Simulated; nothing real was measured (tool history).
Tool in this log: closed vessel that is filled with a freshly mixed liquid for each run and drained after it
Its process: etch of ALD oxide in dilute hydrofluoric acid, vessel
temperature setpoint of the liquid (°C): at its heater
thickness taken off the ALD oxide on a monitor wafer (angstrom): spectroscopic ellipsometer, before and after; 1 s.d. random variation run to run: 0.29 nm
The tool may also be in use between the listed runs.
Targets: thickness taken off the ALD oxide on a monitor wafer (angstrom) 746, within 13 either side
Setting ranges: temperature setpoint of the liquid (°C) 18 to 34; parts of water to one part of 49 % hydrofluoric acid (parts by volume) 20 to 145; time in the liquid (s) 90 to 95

run  hour  temperature setpoint of the liquid (°C)  parts of water to one part of 49 % hydrofluoric acid (parts by volume)  time in the liquid (s)  thickness taken off the ALD oxide on a monitor wafer (angstrom)
  1     0                                       26                                                                      80                      90                                                           413.62
  2   1.1                                     27.5                                                                      75                      90                                                           470.47
  3     2                                       29                                                                      70                      90                                                           542.39
  4  10.5                                       30                                                                      70                      90                                                           562.31
  5  12.8                                       31                                                                      70                      90                                                           586.55
  6  20.7                                     31.5                                                                      70                      90                                                           596.19
  7    26                                       34                                                                      60                      90                                                           770.33
  8  27.5                                     33.5                                                                      60                      90                                                           763.54

Exercise: of the 5 proposed moves below, exactly one satisfies all targets within the stated allowed misses. Which move is it?
  A    29                                     32.5                                                                      60                      95                                                                ?
  B    29                                       32                                                                      55                      90                                                                ?
  C    29                                       33                                                                      60                      95                                                                ?
  D    29                                       34                                                                      65                      95                                                                ?
  E    29                                     32.5                                                                      55                      90                                                                ?

move  thickness taken off the ALD oxide on a monitor wafer (angstrom)
   A                                                           774.16
   B                                                           791.24
   C                                                              789
   D                                                            750.1
   E                                                           806.56
A: its largest miss is bigger than the last run's
B: its largest miss is bigger than the last run's
C: its largest miss is bigger than the last run's
D: every result within its allowed miss
E: its largest miss is bigger than the last run's
Answer: D
